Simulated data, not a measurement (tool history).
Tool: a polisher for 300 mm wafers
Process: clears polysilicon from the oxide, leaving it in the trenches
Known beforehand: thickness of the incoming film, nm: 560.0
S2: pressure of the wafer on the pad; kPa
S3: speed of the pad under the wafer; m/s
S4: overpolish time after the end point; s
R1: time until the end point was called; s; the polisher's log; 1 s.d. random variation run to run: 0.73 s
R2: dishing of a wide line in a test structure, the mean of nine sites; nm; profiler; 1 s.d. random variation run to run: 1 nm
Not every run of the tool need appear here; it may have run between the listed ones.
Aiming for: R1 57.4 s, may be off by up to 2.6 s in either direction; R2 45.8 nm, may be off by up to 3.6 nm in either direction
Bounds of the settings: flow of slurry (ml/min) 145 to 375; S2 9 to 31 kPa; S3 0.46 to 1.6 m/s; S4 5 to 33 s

{"run": 1, "day": 0.0, "flow of slurry (ml/min)": 240, "S2": 20, "S3": 1.02, "S4": 17, "R1": 41.715, "R2": 63.405}
{"run": 2, "day": 0.329, "flow of slurry (ml/min)": 240, "S2": 19.3, "S3": 1.02, "S4": 16, "R1": 44.478, "R2": 63.32}
{"run": 3, "day": 0.5, "flow of slurry (ml/min)": 240, "S2": 19.3, "S3": 1, "S4": 15, "R1": 44.746, "R2": 61.021}
{"run": 4, "day": 0.767, "flow of slurry (ml/min)": 245, "S2": 19.3, "S3": 0.98, "S4": 14, "R1": 44.469, "R2": 61.692}
{"run": 5, "day": 1.1, "flow of slurry (ml/min)": 235, "S2": 18.6, "S3": 0.98, "S4": 13, "R1": 45.847, "R2": 59.887}
{"run": 6, "day": 1.171, "flow of slurry (ml/min)": 195, "S2": 18.6, "S3": 0.98, "S4": 13, "R1": 49.461, "R2": 60.213}
{"run": 7, "day": 1.196, "flow of slurry (ml/min)": 205, "S2": 17.9, "S3": 0.98, "S4": 12, "R1": 49.314, "R2": 58.364}
{"run": 8, "day": 1.288, "flow of slurry (ml/min)": 200, "S2": 17.2, "S3": 1, "S4": 11, "R1": 49.677, "R2": 56.238}
{"run": 9, "day": 1.354, "flow of slurry (ml/min)": 195, "S2": 16.5, "S3": 1.02, "S4": 10, "R1": 49.444, "R2": 54.263}

Below are 4 possible settings for the next run. Only one of them brings all results inside the allowed miss of their targets. Which is it?
{"run": "A", "day": 1.421, "flow of slurry (ml/min)": 205, "S2": 14.5, "S3": 1, "S4": 12, "R1": "?", "R2": "?"}
{"run": "B", "day": 1.421, "flow of slurry (ml/min)": 195, "S2": 22.8, "S3": 0.9, "S4": 24, "R1": "?", "R2": "?"}
{"run": "C", "day": 1.421, "flow of slurry (ml/min)": 205, "S2": 13.8, "S3": 1.04, "S4": 8, "R1": "?", "R2": "?"}
{"run": "D", "day": 1.421, "flow of slurry (ml/min)": 230, "S2": 18.6, "S3": 0.74, "S4": 15, "R1": "?", "R2": "?"}

move=A R1=58.914 R2=53.736
move=B R1=44.33 R2=63.976
move=C R1=59.093 R2=44.868
move=D R1=62.453 R2=56.695
A: brings the last run's worst result on target, with another outside its allowed miss
B: misses by more than the last run did
C: each result inside its tolerance
D: carries the result that was furthest off beyond its target, to the other side
So the answer is move C, the one that meets all the targets.

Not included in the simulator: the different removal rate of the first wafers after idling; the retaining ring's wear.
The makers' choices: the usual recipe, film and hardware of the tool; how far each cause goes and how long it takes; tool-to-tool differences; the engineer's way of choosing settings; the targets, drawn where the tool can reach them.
